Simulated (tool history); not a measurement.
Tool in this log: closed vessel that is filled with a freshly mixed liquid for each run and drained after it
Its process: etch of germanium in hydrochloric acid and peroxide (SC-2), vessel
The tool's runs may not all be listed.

run	day	temperature setpoint of the liquid (C)	parts of water to one part each of 37 % hydrochloric acid and 30 % peroxide (parts by volume)	time in the liquid (s)	thickness taken off the germanium on a monitor wafer (Å)
1	0.000	48.0	8.0	95	2514.5
2	0.221	48.0	8.0	95	2506.2
3	0.358	48.0	8.0	100	2637.4
4	0.546	45.0	8.5	100	2389.7
5	0.662	45.0	8.5	95	2268.9
6	0.825	42.5	9.5	95	2075.9
7	1.138	40.5	9.5	95	1937.5
8	1.304	39.0	9.5	95	1840.8
9	1.625	38.0	9.5	95	1786.5

Estimate the outcome of run 10 from the log above:
10	1.758	37.5	9.5	95	?

Run 10 yielded thickness taken off the germanium on a monitor wafer (Å) 1750.1.

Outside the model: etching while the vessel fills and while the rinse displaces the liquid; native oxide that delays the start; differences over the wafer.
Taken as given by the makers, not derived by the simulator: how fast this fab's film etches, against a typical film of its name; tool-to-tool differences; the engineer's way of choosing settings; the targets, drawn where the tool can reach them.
